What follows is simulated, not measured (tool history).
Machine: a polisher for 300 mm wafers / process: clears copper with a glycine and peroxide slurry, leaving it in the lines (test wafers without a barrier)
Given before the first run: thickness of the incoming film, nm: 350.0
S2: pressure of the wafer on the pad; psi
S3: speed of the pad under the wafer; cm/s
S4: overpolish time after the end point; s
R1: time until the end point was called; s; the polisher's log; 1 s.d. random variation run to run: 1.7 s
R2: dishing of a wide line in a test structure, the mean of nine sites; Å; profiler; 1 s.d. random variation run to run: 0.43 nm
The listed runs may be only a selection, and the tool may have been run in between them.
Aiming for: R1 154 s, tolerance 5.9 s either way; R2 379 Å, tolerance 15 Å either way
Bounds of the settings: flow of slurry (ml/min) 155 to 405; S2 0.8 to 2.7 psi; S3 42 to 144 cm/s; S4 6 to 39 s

Run 1, hour 0: flow of slurry (ml/min) 260, S2 1.7 psi, S3 92 cm/s, S4 20 s. Result: R1 113.86 s, R2 400.72 Å.
Run 2, hour 6.6: flow of slurry (ml/min) 230, S2 1.7 psi, S3 92 cm/s, S4 20 s. Result: R1 115.41 s, R2 395.14 Å.
Run 3, hour 8.5: flow of slurry (ml/min) 230, S2 1.7 psi, S3 82 cm/s, S4 20 s. Result: R1 124.87 s, R2 373.23 Å.
Run 4, hour 14.9: flow of slurry (ml/min) 190, S2 1.7 psi, S3 82 cm/s, S4 20 s. Result: R1 125.73 s, R2 371.75 Å.
Run 5, hour 21.9: flow of slurry (ml/min) 190, S2 2 psi, S3 82 cm/s, S4 20 s. Result: R1 111.95 s, R2 419.89 Å.
Run 6, hour 27.4: flow of slurry (ml/min) 190, S2 1.9 psi, S3 82 cm/s, S4 21 s. Result: R1 116.7 s, R2 414.14 Å.
Run 7, hour 28.3: flow of slurry (ml/min) 190, S2 1.8 psi, S3 82 cm/s, S4 22 s. Result: R1 120.2 s, R2 417.07 Å.
Run 8, hour 32: flow of slurry (ml/min) 190, S2 1.7 psi, S3 82 cm/s, S4 22 s. Result: R1 126.99 s, R2 403.05 Å.
Run 9, hour 33.4: flow of slurry (ml/min) 190, S2 1.6 psi, S3 82 cm/s, S4 22 s. Result: R1 129.37 s, R2 383.99 Å.
Run 10, hour 34.5: flow of slurry (ml/min) 190, S2 1.6 psi, S3 82 cm/s, S4 23 s. Result: R1 131.71 s, R2 409.57 Å.
Run 11, hour 37.5: flow of slurry (ml/min) 190, S2 1.4 psi, S3 80 cm/s, S4 24 s. Result: R1 145.78 s, R2 387.26 Å.

Exercise: of the 4 proposed moves below, exactly one satisfies all targets within the stated allowed misses. Which move is it?
Run A, hour 40.5: flow of slurry (ml/min) 230, S2 1.2 psi, S3 84 cm/s, S4 25 s. Result: R1 ?, R2 ?.
Run B, hour 40.5: flow of slurry (ml/min) 205, S2 1 psi, S3 86 cm/s, S4 25 s. Result: R1 ?, R2 ?.
Run C, hour 40.5: flow of slurry (ml/min) 185, S2 1.4 psi, S3 62 cm/s, S4 27 s. Result: R1 ?, R2 ?.
Run D, hour 40.5: flow of slurry (ml/min) 190, S2 1.6 psi, S3 74 cm/s, S4 23 s. Result: R1 ?, R2 ?.

move      R1      R2
   A  153.92  368.97
   B  171.78  333.61
   C  166.36  374.04
   D  138.93  379.79
A: hits every target within its allowed miss
B: pushes the last run's worst result past its target
C: pushes the last run's worst result past its target
D: the biggest miss grows against the last run
Answer: A

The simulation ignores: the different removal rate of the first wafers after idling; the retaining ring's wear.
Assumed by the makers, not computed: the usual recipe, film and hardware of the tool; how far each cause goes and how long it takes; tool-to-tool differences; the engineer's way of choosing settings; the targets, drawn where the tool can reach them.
